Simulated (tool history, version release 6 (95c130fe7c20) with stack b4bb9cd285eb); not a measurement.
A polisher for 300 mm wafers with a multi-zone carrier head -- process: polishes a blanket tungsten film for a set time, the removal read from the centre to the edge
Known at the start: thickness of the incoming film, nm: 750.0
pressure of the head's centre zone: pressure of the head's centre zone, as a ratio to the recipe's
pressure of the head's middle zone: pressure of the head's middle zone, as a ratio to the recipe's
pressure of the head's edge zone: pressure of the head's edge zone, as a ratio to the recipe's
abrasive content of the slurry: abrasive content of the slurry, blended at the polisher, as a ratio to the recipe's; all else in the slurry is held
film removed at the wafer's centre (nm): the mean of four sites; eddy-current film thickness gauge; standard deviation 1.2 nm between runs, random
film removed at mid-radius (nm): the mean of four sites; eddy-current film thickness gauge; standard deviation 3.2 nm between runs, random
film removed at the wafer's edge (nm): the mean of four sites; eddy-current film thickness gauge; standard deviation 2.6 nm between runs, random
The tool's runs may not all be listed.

| run | hour | flow of slurry (ml/min) | pressure of the head's centre zone | pressure of the head's middle zone | pressure of the head's edge zone | abrasive content of the slurry | polishing time (s) | film removed at the wafer's centre (nm) | film removed at mid-radius (nm) | film removed at the wafer's edge (nm) |
|---|---|---|---|---|---|---|---|---|---|---|
| 1 | 0.0 | 205 | 1.00 | 1.00 | 1.00 | 1.00 | 45 | 250.97 | 252.22 | 253.36 |
| 2 | 5.2 | 205 | 1.00 | 0.97 | 1.00 | 1.00 | 45 | 250.13 | 248.25 | 253.69 |
| 3 | 12.6 | 205 | 1.00 | 0.97 | 0.92 | 1.00 | 45 | 251.01 | 244.83 | 242.03 |
| 4 | 19.2 | 205 | 1.00 | 0.97 | 0.97 | 1.00 | 45 | 252.02 | 244.65 | 251.41 |
| 5 | 21.3 | 205 | 1.00 | 0.97 | 0.97 | 1.00 | 50 | 281.27 | 272.81 | 281.66 |
| 6 | 24.0 | 205 | 1.00 | 0.97 | 0.89 | 1.00 | 50 | 280.72 | 280.56 | 271.03 |
| 7 | 32.8 | 200 | 0.98 | 0.97 | 0.88 | 0.90 | 49 | 262.48 | 265.25 | 254.72 |

Predict the results of run 8:
| 8 | 40.1 | 195 | 0.96 | 0.97 | 0.87 | 0.85 | 49 | ? | ? | ? |

film removed at the wafer's centre (nm): 254.85
film removed at mid-radius (nm): 262.31
film removed at the wafer's edge (nm): 250.76

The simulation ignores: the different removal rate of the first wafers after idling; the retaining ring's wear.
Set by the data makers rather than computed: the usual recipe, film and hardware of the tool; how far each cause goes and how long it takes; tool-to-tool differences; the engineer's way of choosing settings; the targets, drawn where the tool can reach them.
